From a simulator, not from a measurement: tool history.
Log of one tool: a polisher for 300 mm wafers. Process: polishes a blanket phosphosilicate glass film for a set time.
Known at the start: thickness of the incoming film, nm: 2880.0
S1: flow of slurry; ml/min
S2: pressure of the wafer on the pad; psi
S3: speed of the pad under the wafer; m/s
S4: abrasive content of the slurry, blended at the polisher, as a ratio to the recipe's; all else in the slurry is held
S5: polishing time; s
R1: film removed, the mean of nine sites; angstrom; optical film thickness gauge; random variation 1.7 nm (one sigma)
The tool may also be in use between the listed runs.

{"run": 1, "day": 0.0, "S1": 160, "S2": 2.8, "S3": 0.8, "S4": 1.0, "S5": 29, "R1": 1773.4}
{"run": 2, "day": 0.125, "S1": 175, "S2": 3.1, "S3": 0.8, "S4": 1.0, "S5": 29, "R1": 1949.9}
{"run": 3, "day": 0.346, "S1": 175, "S2": 3.4, "S3": 0.8, "S4": 1.0, "S5": 29, "R1": 2138.1}
{"run": 4, "day": 0.421, "S1": 180, "S2": 3.6, "S3": 0.8, "S4": 1.0, "S5": 29, "R1": 2278.4}
{"run": 5, "day": 0.492, "S1": 185, "S2": 3.7, "S3": 0.8, "S4": 1.0, "S5": 29, "R1": 2373.9}
{"run": 6, "day": 0.767, "S1": 190, "S2": 3.8, "S3": 0.8, "S4": 1.0, "S5": 29, "R1": 2432.4}
{"run": 7, "day": 0.829, "S1": 190, "S2": 3.9, "S3": 0.8, "S4": 1.0, "S5": 29, "R1": 2475.8}
{"run": 8, "day": 1.133, "S1": 190, "S2": 4.0, "S3": 0.8, "S4": 1.0, "S5": 29, "R1": 2566.1}

Run 9 comes next. What will it give?
{"run": 9, "day": 1.412, "S1": 195, "S2": 4.0, "S3": 0.8, "S4": 1.0, "S5": 29, "R1": "?"}

R1: 2553.6 angstrom

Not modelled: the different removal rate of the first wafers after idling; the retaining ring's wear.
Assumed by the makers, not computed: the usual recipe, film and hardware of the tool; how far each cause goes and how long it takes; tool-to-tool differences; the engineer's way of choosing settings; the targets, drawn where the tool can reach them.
